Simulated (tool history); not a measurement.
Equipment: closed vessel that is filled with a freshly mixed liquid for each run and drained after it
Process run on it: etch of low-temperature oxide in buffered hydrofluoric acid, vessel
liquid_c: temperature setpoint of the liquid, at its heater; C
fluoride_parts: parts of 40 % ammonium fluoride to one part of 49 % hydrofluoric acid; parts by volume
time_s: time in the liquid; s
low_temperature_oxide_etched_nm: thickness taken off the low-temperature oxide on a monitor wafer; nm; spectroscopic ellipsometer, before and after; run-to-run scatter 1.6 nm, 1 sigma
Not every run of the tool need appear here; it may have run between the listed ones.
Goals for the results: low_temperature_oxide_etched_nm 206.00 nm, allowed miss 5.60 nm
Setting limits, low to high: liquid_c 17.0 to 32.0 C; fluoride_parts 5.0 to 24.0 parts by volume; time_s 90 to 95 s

run	hour	liquid_c	fluoride_parts	time_s	low_temperature_oxide_etched_nm
1	0.0	25.0	14.5	90	236.55
2	1.4	24.5	14.5	90	229.98
3	5.8	24.5	14.5	90	231.25
4	10.9	24.5	11.5	90	290.45
5	14.1	23.0	11.5	90	268.33
6	22.3	21.5	11.5	90	246.25
7	24.3	20.5	11.5	90	230.28
8	30.0	20.0	11.5	90	224.63
9	34.6	19.5	11.5	90	218.05
10	38.2	19.5	11.5	90	219.59
11	42.8	19.0	11.5	90	213.53

Pick the move, out of 5, that brings all results within their allowed miss; only one does.
A	47.4	18.0	11.0	95	?
B	47.4	18.0	10.5	95	?
C	47.4	20.5	13.5	95	?
D	47.4	17.0	9.5	90	?
E	47.4	17.0	9.0	90	?

move	low_temperature_oxide_etched_nm
A	220.26
B	230.49
C	207.50
D	223.43
E	231.17
A: its largest miss is bigger than the last run's
B: its largest miss is bigger than the last run's
C: all results in spec
D: its largest miss is bigger than the last run's
E: its largest miss is bigger than the last run's
Correct choice: C, which meets every target

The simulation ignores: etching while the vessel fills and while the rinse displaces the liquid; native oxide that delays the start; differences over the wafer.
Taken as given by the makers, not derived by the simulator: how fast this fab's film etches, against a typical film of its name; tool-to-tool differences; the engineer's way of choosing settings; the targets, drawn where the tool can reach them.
